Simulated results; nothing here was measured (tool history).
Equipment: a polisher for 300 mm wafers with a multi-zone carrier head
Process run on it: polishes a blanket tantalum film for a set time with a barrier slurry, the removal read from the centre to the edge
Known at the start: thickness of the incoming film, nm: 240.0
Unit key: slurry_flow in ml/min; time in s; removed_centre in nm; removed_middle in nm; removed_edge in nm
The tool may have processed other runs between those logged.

run,hour,slurry_flow,centre_zone,middle_zone,edge_zone,slurry_solids,time,removed_centre,removed_middle,removed_edge
1,0.0,250,1.00,1.00,1.00,1.00,45,86.898,96.301,94.703
2,8.5,255,1.02,1.01,1.02,1.05,46,93.335,99.866,103.130
3,12.1,255,1.02,1.01,1.02,1.20,46,96.886,104.330,104.410
4,12.9,290,1.02,1.01,1.02,1.20,46,97.296,104.380,106.080
5,14.7,290,1.02,0.98,1.02,1.20,46,99.968,102.790,105.250
6,15.7,295,1.04,1.00,1.02,1.25,47,106.070,108.450,108.730
7,22.5,295,1.06,1.02,1.04,1.30,47,107.380,113.220,111.740

The next listed run, before its measurement:
8,28.8,300,1.08,1.02,1.05,1.35,47,?,?,?

{"run 8": {"removed_centre": 108.49, "removed_middle": 114.27, "removed_edge": 116.59}}
